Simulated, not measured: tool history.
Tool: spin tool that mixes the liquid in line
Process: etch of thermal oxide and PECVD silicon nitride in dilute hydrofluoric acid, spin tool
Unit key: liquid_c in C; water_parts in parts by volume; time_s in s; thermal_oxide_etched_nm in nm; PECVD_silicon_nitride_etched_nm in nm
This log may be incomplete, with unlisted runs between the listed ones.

run	hour	liquid_c	water_parts	time_s	thermal_oxide_etched_nm	PECVD_silicon_nitride_etched_nm
1	0	23	255	180	3.043	1.6197
2	7.4	23	205	180	3.8403	1.9426
3	10.2	23	270	180	2.7889	1.4689
4	11.2	23.5	295	185	2.6033	1.4651
5	11.9	23.5	310	190	2.4911	1.3682
6	12.5	23.5	380	190	1.9345	1.1688
7	18.4	23.5	370	190	1.9836	1.1478
8	27.4	24	365	190	2.077	1.1993

Expected results for the next run?
9	31.3	24.5	370	190	?	?

thermal_oxide_etched_nm: 2.0672 nm
PECVD_silicon_nitride_etched_nm: 1.2475 nm
